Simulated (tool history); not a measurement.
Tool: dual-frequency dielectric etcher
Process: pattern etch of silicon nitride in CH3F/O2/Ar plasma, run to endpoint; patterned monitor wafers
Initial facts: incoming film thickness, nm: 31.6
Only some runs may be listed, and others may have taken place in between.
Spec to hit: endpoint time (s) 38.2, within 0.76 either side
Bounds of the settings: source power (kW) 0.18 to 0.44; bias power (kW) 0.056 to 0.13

run  hour  source power (kW)  bias power (kW)  endpoint time (s)
  1     0               0.31            0.093             44.972
  2   3.6               0.31            0.087             45.628
  3  11.9               0.27            0.087             47.567
  4  16.1               0.27            0.095             46.566
  5  23.1               0.29            0.095             45.524
  6  30.7               0.33              0.1             42.781
  7  33.6               0.36            0.102             40.676
  8  36.5               0.37            0.103             40.271

Pick the move, out of 4, that brings all results within their allowed miss; only one does.
  A  39.4               0.33            0.096                  ?
  B  39.4               0.41            0.107                  ?
  C  39.4               0.36            0.099                  ?
  D  39.4               0.43            0.091                  ?

move  endpoint time (s)
   A             43.244
   B             38.397
   C             41.429
   D             40.042
A: moves away from the targets compared with the last run
B: all results in spec
C: moves away from the targets compared with the last run
D: an improvement on the last run, though not all results are within tolerance
Move B is the one to make.
